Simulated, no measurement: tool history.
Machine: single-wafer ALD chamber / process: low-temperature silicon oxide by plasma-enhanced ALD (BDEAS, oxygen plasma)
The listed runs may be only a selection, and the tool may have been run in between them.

| run | hour | heater temperature setpoint (K) | number of ALD cycles (cycles) | mean film thickness on the monitor wafer (Å) |
|---|---|---|---|---|
| 1 | 0.0 | 363.15 | 58 | 100.110 |
| 2 | 6.7 | 363.15 | 54 | 94.703 |
| 3 | 15.3 | 371.15 | 54 | 91.034 |
| 4 | 20.9 | 371.15 | 58 | 99.069 |
| 5 | 24.3 | 369.15 | 60 | 101.280 |
| 6 | 31.8 | 366.15 | 62 | 106.390 |
| 7 | 38.6 | 364.15 | 63 | 108.460 |
| 8 | 39.5 | 362.15 | 64 | 111.140 |

Run 9 comes next. What will it give?
|  | 42.0 | thermocouple changed; heater temperature recalibrated |
| 9 | 42.0 | 362.15 | 64 | ? |

{"run 9": {"mean film thickness on the monitor wafer (Å)": 111.39}}

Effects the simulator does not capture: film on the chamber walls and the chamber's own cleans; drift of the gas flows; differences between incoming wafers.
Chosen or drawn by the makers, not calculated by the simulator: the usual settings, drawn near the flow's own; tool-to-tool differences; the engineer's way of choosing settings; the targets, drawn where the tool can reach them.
